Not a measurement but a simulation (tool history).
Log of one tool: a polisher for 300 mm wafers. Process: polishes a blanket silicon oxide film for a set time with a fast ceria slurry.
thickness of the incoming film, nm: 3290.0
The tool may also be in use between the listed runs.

| run | hour | flow of slurry (ml/min) | pressure of the wafer on the pad (psi) | speed of the pad under the wafer (m/s) | polishing time (s) | film removed (angstrom) |
|---|---|---|---|---|---|---|
| 1 | 0.0 | 155 | 2.0 | 1.14 | 52 | 7589.3 |
| 2 | 3.4 | 150 | 2.0 | 1.14 | 52 | 7623.3 |
| 3 | 6.5 | 150 | 2.5 | 1.14 | 52 | 9494.2 |
| 4 | 10.7 | 145 | 2.4 | 1.14 | 52 | 9083.4 |
| 5 | 12.2 | 145 | 2.4 | 1.14 | 46 | 8010.3 |
| 6 | 14.9 | 140 | 2.3 | 1.14 | 46 | 7652.3 |
|  | 21.4 | worn pad replaced by a new one |
| 7 | 21.4 | 135 | 2.3 | 1.14 | 46 | 8243.7 |

The next listed run, before its measurement:
| 8 | 27.8 | 150 | 2.3 | 1.14 | 46 | ? |

{"run 8": {"film removed (angstrom)": 8532.5}}
